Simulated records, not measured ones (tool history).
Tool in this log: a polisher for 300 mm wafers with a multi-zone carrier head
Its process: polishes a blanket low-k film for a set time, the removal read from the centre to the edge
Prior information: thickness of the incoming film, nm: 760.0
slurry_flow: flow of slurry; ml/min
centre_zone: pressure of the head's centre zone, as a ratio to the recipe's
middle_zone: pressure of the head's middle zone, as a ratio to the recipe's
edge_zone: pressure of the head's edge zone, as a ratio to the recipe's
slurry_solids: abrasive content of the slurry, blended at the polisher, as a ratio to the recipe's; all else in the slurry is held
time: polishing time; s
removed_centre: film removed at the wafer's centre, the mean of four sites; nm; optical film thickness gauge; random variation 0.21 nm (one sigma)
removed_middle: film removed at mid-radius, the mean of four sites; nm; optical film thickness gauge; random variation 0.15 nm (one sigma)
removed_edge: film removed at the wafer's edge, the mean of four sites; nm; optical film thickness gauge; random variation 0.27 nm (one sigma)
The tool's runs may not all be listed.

Run 1, hour 0.0: slurry_flow 315 ml/min, centre_zone 1.00, middle_zone 1.00, edge_zone 1.00, slurry_solids 1.00, time 55 s. Result: removed_centre 18.712 nm, removed_middle 18.279 nm, removed_edge 18.257 nm.
Run 2, hour 6.1: slurry_flow 315 ml/min, centre_zone 1.00, middle_zone 0.92, edge_zone 1.00, slurry_solids 1.00, time 55 s. Result: removed_centre 18.601 nm, removed_middle 17.281 nm, removed_edge 18.114 nm.
Run 3, hour 11.6: slurry_flow 325 ml/min, centre_zone 1.04, middle_zone 0.94, edge_zone 1.03, slurry_solids 1.05, time 55 s. Result: removed_centre 19.640 nm, removed_middle 18.035 nm, removed_edge 19.011 nm.
Run 4, hour 14.6: slurry_flow 330 ml/min, centre_zone 1.07, middle_zone 0.94, edge_zone 1.03, slurry_solids 1.15, time 55 s. Result: removed_centre 21.045 nm, removed_middle 18.680 nm, removed_edge 19.439 nm.
Run 5, hour 16.4: slurry_flow 330 ml/min, centre_zone 1.07, middle_zone 0.94, edge_zone 0.97, slurry_solids 1.15, time 55 s. Result: removed_centre 20.780 nm, removed_middle 18.925 nm, removed_edge 19.270 nm.
Run 6, hour 22.6: slurry_flow 330 ml/min, centre_zone 1.07, middle_zone 1.01, edge_zone 0.97, slurry_solids 1.15, time 55 s. Result: removed_centre 21.495 nm, removed_middle 19.272 nm, removed_edge 18.672 nm.
Run 7, hour 29.2: slurry_flow 335 ml/min, centre_zone 1.09, middle_zone 1.00, edge_zone 1.00, slurry_solids 1.25, time 55 s. Result: removed_centre 22.377 nm, removed_middle 19.963 nm, removed_edge 20.310 nm.
Run 8, hour 29.8: slurry_flow 340 ml/min, centre_zone 1.11, middle_zone 1.01, edge_zone 1.02, slurry_solids 1.30, time 55 s. Result: removed_centre 23.187 nm, removed_middle 20.520 nm, removed_edge 19.936 nm.
Run 9, hour 32.1: slurry_flow 340 ml/min, centre_zone 1.12, middle_zone 0.98, edge_zone 1.03, slurry_solids 1.35, time 56 s. Result: removed_centre 23.832 nm, removed_middle 20.764 nm, removed_edge 21.144 nm.
Run 10, hour 40.1: slurry_flow 345 ml/min, centre_zone 1.13, middle_zone 0.97, edge_zone 1.04, slurry_solids 1.40, time 56 s. Result: removed_centre 24.063 nm, removed_middle 21.187 nm, removed_edge 21.442 nm.

Expected results for the next run?
Run 11, hour 48.7: slurry_flow 340 ml/min, centre_zone 1.14, middle_zone 0.95, edge_zone 1.04, slurry_solids 1.40, time 57 s. Result: removed_centre ?, removed_middle ?, removed_edge ?.

{"run 11": {"removed_centre": 25.07, "removed_middle": 21.379, "removed_edge": 21.656}}
